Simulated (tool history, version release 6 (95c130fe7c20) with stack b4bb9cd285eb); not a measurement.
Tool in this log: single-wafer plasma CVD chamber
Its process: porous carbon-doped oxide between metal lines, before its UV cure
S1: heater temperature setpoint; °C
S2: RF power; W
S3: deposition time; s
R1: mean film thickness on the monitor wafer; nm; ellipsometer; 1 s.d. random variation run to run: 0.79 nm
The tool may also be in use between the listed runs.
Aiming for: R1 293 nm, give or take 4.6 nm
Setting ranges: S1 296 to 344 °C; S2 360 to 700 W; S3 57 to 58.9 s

run	day	S1	S2	S3	R1
1	0	320	530	57	254.54
2	0.067	320	500	57	238.76
3	0.117	330	500	57	226.52
4	0.425	330	470	57	211.58
5	0.575	341	470	57	201.1
6	0.754	341	425	57	177.12
7	1.108	336	440	57	190.76
8	1.442	332	455	57	201.97
9	1.817	332	455	57	202.1
10	2.004	328	465	57	212.16
11	2.346	328	465	57	211.13
12	2.383	328	465	57	212.46
13	2.7	324	475	57	220.56
14	2.796	321	485	57	230.85
15	2.9	309	540	57.2	275.9
16	3.079	308	540	57.2	278.58
17	3.367	307	540	57.2	280.79
18	3.438	306	540	57.2	282.12
19	3.562	305	540	57.2	284.48
20	3.662	304	540	57.2	285.35

Which of these 5 next moves meets every target?
A	3.762	304	530	57.6	?
B	3.762	303	535	57	?
C	3.762	301	535	57.9	?
D	3.762	300	525	57	?
E	3.762	296	490	58.9	?

move	R1
A	282.41
B	283.87
C	292.06
D	284.29
E	281.56
A: its largest miss is bigger than the last run's
B: its largest miss is bigger than the last run's
C: every result lands within tolerance
D: its largest miss is bigger than the last run's
E: its largest miss is bigger than the last run's
C is the move that brings every result within its allowed miss.
